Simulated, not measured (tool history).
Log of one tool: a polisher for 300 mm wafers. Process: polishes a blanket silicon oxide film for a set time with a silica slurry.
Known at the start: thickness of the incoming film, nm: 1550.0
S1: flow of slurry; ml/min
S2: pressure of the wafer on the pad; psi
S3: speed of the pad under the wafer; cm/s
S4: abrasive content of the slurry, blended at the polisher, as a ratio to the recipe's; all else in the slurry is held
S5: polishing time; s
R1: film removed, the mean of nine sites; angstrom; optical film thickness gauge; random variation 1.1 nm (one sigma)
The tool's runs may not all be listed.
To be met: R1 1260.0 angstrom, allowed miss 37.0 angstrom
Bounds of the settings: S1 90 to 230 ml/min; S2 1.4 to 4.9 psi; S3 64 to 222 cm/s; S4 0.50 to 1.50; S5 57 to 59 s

Run 1, day 0.000: S1 150 ml/min, S2 3.1 psi, S3 142 cm/s, S4 1.00, S5 57 s. Result: R1 1649.3 angstrom.
Run 2, day 0.354: S1 150 ml/min, S2 3.4 psi, S3 142 cm/s, S4 1.00, S5 57 s. Result: R1 1803.9 angstrom.
Run 3, day 0.396: S1 145 ml/min, S2 3.2 psi, S3 142 cm/s, S4 1.00, S5 57 s. Result: R1 1648.2 angstrom.
Run 4, day 0.500: S1 145 ml/min, S2 3.2 psi, S3 142 cm/s, S4 0.90, S5 57 s. Result: R1 1585.3 angstrom.
Run 5, day 0.817: S1 140 ml/min, S2 3.1 psi, S3 142 cm/s, S4 0.90, S5 57 s. Result: R1 1507.5 angstrom.
Run 6, day 0.958: S1 140 ml/min, S2 3.1 psi, S3 142 cm/s, S4 0.80, S5 57 s. Result: R1 1391.0 angstrom.
Run 7, day 0.992: S1 140 ml/min, S2 3.1 psi, S3 142 cm/s, S4 0.80, S5 57 s. Result: R1 1392.3 angstrom.
Run 8, day 1.188: S1 140 ml/min, S2 3.1 psi, S3 142 cm/s, S4 0.80, S5 57 s. Result: R1 1405.6 angstrom.
Run 9, day 1.412: S1 135 ml/min, S2 3.1 psi, S3 142 cm/s, S4 0.80, S5 57 s. Result: R1 1398.0 angstrom.
Run 10, day 1.442: S1 130 ml/min, S2 3.1 psi, S3 142 cm/s, S4 0.80, S5 57 s. Result: R1 1385.0 angstrom.
Run 11, day 1.604: S1 110 ml/min, S2 2.8 psi, S3 142 cm/s, S4 0.80, S5 57 s. Result: R1 1185.6 angstrom.
Run 12, day 1.892: S1 115 ml/min, S2 2.8 psi, S3 142 cm/s, S4 0.80, S5 57 s. Result: R1 1211.3 angstrom.
Run 13, day 2.100: S1 120 ml/min, S2 2.8 psi, S3 142 cm/s, S4 0.80, S5 57 s. Result: R1 1216.2 angstrom.

5 next moves are on the table. One of them brings every result within its allowed miss. Which?
Run A, day 2.308: S1 115 ml/min, S2 2.6 psi, S3 222 cm/s, S4 0.65, S5 59 s. Result: R1 ?.
Run B, day 2.308: S1 125 ml/min, S2 3.0 psi, S3 146 cm/s, S4 0.70, S5 59 s. Result: R1 ?.
Run C, day 2.308: S1 135 ml/min, S2 2.8 psi, S3 128 cm/s, S4 0.80, S5 58 s. Result: R1 ?.
Run D, day 2.308: S1 90 ml/min, S2 2.9 psi, S3 128 cm/s, S4 0.90, S5 58 s. Result: R1 ?.
Run E, day 2.308: S1 105 ml/min, S2 2.8 psi, S3 136 cm/s, S4 0.80, S5 58 s. Result: R1 ?.

move      R1
   A  1373.0
   B  1232.4
   C  1157.7
   D  1167.0
   E  1142.2
A: takes the result that was furthest off past its target
B: meets every target
C: further off than the last run
D: further off than the last run
E: further off than the last run
Answer: B

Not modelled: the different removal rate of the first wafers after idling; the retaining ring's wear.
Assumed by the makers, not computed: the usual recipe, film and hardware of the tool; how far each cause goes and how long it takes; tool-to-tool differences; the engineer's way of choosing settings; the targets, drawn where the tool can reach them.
